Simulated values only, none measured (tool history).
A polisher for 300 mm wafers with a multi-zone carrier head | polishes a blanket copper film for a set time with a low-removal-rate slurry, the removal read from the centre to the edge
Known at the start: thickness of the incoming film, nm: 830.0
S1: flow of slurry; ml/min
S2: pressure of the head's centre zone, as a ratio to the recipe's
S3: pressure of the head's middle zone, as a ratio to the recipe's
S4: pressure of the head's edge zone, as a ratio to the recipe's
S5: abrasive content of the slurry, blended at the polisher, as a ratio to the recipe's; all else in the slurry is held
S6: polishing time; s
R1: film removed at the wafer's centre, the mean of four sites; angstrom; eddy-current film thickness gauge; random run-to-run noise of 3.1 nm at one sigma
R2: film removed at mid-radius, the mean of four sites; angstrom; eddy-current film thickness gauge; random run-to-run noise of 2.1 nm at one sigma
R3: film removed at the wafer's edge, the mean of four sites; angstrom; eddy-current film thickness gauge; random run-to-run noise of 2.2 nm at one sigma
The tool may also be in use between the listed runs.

{"run": 1, "hour": 0.0, "S1": 135, "S2": 1, "S3": 1, "S4": 1, "S5": 1, "S6": 70, "R1": 1710.6, "R2": 1804.3, "R3": 1777.5}
{"run": 2, "hour": 1.9, "S1": 140, "S2": 1.01, "S3": 0.99, "S4": 1.02, "S5": 1.05, "S6": 70, "R1": 1799, "R2": 1774.3, "R3": 1779.1}
{"run": 3, "hour": 6.1, "S1": 140, "S2": 1, "S3": 0.98, "S4": 1.03, "S5": 1.1, "S6": 72, "R1": 1875.5, "R2": 1884.8, "R3": 1901.1}
{"run": 4, "hour": 12.8, "S1": 140, "S2": 1, "S3": 0.97, "S4": 1.05, "S5": 1.15, "S6": 72, "R1": 1892.6, "R2": 1856.6, "R3": 1948.5}
{"run": 5, "hour": 19.4, "S1": 140, "S2": 1, "S3": 0.97, "S4": 1.05, "S5": 1.3, "S6": 72, "R1": 1871.3, "R2": 1876.3, "R3": 1982.1}
{"run": 6, "hour": 26.2, "S1": 115, "S2": 1, "S3": 0.97, "S4": 1.05, "S5": 1.3, "S6": 72, "R1": 1819.9, "R2": 1814.5, "R3": 1927.1}
{"run": 7, "hour": 31.0, "S1": 115, "S2": 1, "S3": 0.97, "S4": 1.05, "S5": 1.3, "S6": 72, "R1": 1860.3, "R2": 1864.5, "R3": 1916.1}

Predict the results of run 8:
{"run": 8, "hour": 34.7, "S1": 120, "S2": 1.01, "S3": 0.97, "S4": 1.06, "S5": 1.3, "S6": 72, "R1": "?", "R2": "?", "R3": "?"}

{"run 8": {"R1": 1854.5, "R2": 1833.7, "R3": 1936.2}}
